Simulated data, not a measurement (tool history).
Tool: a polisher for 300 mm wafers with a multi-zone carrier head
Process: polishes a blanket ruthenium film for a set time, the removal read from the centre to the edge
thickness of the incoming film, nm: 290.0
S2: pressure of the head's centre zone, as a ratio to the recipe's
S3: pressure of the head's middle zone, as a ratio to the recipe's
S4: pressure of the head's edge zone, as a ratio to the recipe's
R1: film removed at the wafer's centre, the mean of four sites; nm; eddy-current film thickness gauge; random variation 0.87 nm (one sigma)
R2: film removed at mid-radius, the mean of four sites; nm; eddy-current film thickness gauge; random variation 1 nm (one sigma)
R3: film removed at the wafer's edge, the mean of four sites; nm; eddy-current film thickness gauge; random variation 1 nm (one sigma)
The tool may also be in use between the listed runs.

{"run": 1, "hour": 0.0, "flow of slurry (ml/min)": 165, "S2": 1.0, "S3": 1.0, "S4": 1.0, "polishing time (s)": 86, "R1": 99.802, "R2": 98.182, "R3": 94.289}
{"run": 2, "hour": 6.2, "flow of slurry (ml/min)": 160, "S2": 1.0, "S3": 0.96, "S4": 0.99, "polishing time (s)": 83, "R1": 94.927, "R2": 92.385, "R3": 92.614}
{"run": 3, "hour": 8.7, "flow of slurry (ml/min)": 160, "S2": 1.0, "S3": 0.96, "S4": 1.05, "polishing time (s)": 83, "R1": 96.569, "R2": 90.583, "R3": 95.034}
{"run": 4, "hour": 9.9, "flow of slurry (ml/min)": 160, "S2": 1.0, "S3": 0.96, "S4": 1.05, "polishing time (s)": 67, "R1": 75.314, "R2": 72.788, "R3": 77.822}
{"run": 5, "hour": 11.8, "flow of slurry (ml/min)": 165, "S2": 1.03, "S3": 0.95, "S4": 1.05, "polishing time (s)": 66, "R1": 77.201, "R2": 73.511, "R3": 78.159}
{"run": 6, "hour": 12.8, "flow of slurry (ml/min)": 165, "S2": 1.03, "S3": 0.95, "S4": 1.09, "polishing time (s)": 66, "R1": 78.824, "R2": 74.005, "R3": 76.711}

Run 7 comes next. What will it give?
{"run": 7, "hour": 15.9, "flow of slurry (ml/min)": 170, "S2": 1.05, "S3": 0.93, "S4": 1.09, "polishing time (s)": 66, "R1": "?", "R2": "?", "R3": "?"}

Run 7 gave R1 79.510 nm, R2 72.515 nm, R3 77.994 nm.
